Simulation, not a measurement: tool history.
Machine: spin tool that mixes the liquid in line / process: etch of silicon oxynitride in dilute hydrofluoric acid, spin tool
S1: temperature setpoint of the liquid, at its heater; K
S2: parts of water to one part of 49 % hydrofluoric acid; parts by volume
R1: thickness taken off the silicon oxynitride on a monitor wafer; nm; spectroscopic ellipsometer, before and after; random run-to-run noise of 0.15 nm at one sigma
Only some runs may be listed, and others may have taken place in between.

Run 1, day 0.000: S1 297.15 K, S2 115 parts by volume, time under the liquid (s) 310. Result: R1 13.297 nm.
Run 2, day 0.179: S1 298.65 K, S2 115 parts by volume, time under the liquid (s) 310. Result: R1 14.200 nm.
Run 3, day 0.221: S1 299.15 K, S2 115 parts by volume, time under the liquid (s) 310. Result: R1 14.527 nm.
Run 4, day 0.346: S1 299.15 K, S2 140 parts by volume, time under the liquid (s) 310. Result: R1 11.704 nm.
At day 0.567: hydrofluoric acid flow meter replaced.
Run 5, day 0.567: S1 299.15 K, S2 140 parts by volume, time under the liquid (s) 330. Result: R1 11.074 nm.
Run 6, day 0.592: S1 299.65 K, S2 135 parts by volume, time under the liquid (s) 330. Result: R1 11.817 nm.

For run 7, what comes out?
Run 7, day 0.633: S1 300.15 K, S2 130 parts by volume, time under the liquid (s) 330. Result: R1 ?.

{"run 7": {"R1": 12.853}}
